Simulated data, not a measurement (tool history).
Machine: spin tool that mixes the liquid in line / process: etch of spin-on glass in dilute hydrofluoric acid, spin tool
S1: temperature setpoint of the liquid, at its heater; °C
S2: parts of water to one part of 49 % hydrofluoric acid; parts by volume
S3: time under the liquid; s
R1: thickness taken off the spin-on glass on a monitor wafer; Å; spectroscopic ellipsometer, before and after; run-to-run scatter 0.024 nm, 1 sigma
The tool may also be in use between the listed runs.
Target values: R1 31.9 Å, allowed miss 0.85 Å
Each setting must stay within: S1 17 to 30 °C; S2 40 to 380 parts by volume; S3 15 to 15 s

run,hour,S1,S2,S3,R1
1,0,22,210,15,12.306
2,7,23.5,185,15,14.935
3,7.6,25,165,15,18.182
4,9.9,26,150,15,21.357
5,12.4,27,140,15,23.739
6,20.2,27,210,15,14.674
7,26.2,27.5,185,15,17.236
8,29.5,28,165,15,20.356
9,34.9,28.5,150,15,23.192
10,42.6,29,140,15,25.66
11,49.5,30,105,15,36.974
12,57.2,29.5,105,15,36.561
13,62.6,25.5,110,15,29.733
14,64.3,26,110,15,30.41
15,69.1,26.5,110,15,30.541

4 candidate next runs follow, results not yet known. Just one meets every target within its allowed miss. Identify it.
A,73.9,24,105,15,?
B,73.9,23,95,15,?
C,73.9,26,110,15,?
D,73.9,27,115,15,?

move,R1
A,29.387
B,31.594
C,30.141
D,29.767
A: the biggest miss grows against the last run
B: all results land within tolerance of their targets
C: the biggest miss grows against the last run
D: the biggest miss grows against the last run
B is the move that brings every result within its allowed miss.
